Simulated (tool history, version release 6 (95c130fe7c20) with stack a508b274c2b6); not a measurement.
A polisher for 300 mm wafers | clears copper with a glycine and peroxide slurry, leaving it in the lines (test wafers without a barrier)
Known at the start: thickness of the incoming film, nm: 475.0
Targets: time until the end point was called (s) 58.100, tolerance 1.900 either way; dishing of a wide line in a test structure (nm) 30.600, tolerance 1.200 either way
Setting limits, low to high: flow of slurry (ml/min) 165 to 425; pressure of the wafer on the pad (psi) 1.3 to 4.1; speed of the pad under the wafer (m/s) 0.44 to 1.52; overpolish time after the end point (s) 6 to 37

run	hour	flow of slurry (ml/min)	pressure of the wafer on the pad (psi)	speed of the pad under the wafer (m/s)	overpolish time after the end point (s)	time until the end point was called (s)	dishing of a wide line in a test structure (nm)
1	0.0	275	2.7	0.98	19	74.586	41.554
2	6.9	275	2.7	0.98	27	75.883	45.418
3	12.8	275	2.2	0.98	27	89.074	43.723
4	20.2	240	2.4	1.08	20	78.411	41.011
5	21.0	215	2.4	1.22	15	70.676	38.300
6	25.7	255	2.4	1.22	15	68.580	37.593
7	27.5	300	2.4	1.26	12	66.303	34.797
8	29.7	330	2.5	1.28	10	62.858	32.738
9	37.2	340	2.6	1.28	9	61.122	31.384
10	41.1	345	2.8	1.28	7	57.869	28.622

4 candidate next runs follow, results not yet known. Just one meets every target within its allowed miss. Identify it.
A	45.0	320	3.8	0.96	6	?	?
B	45.0	295	3.3	1.12	6	?	?
C	45.0	260	3.2	1.20	6	?	?
D	45.0	235	3.1	1.18	8	?	?

move	time until the end point was called (s)	dishing of a wide line in a test structure (nm)
A	56.740	25.547
B	56.630	25.453
C	55.479	25.731
D	58.423	29.739
A: moves away from the targets compared with the last run
B: moves away from the targets compared with the last run
C: moves away from the targets compared with the last run
D: every result lands within tolerance
The move that meets every target is D.

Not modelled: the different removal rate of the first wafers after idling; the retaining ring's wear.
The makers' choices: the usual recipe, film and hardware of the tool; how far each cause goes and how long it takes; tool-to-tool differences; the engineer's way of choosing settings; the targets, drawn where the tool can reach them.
